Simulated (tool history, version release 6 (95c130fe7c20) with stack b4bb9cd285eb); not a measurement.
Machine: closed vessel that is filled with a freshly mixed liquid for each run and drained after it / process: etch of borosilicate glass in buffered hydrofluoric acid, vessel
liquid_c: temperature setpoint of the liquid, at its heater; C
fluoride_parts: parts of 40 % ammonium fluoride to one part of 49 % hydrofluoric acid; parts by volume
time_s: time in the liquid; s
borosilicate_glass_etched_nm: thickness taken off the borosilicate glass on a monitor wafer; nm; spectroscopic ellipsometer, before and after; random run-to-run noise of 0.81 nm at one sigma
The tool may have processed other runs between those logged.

run    day  liquid_c  fluoride_parts  time_s  borosilicate_glass_etched_nm
  1  0.000      22.0            16.0     105                        77.975
  2  0.188      19.0            16.0     105                        66.222
  3  0.450      22.0            16.0     105                        78.013
  4  0.558      24.0            16.0     105                        87.253
  5  0.733      25.5            16.0     105                        96.278
  6  0.992      26.5            16.0     105                        99.188

Run 7 has not been measured yet. What should we expect?
  7  1.317      26.5            16.0     105                             ?

borosilicate_glass_etched_nm: 99.763 nm
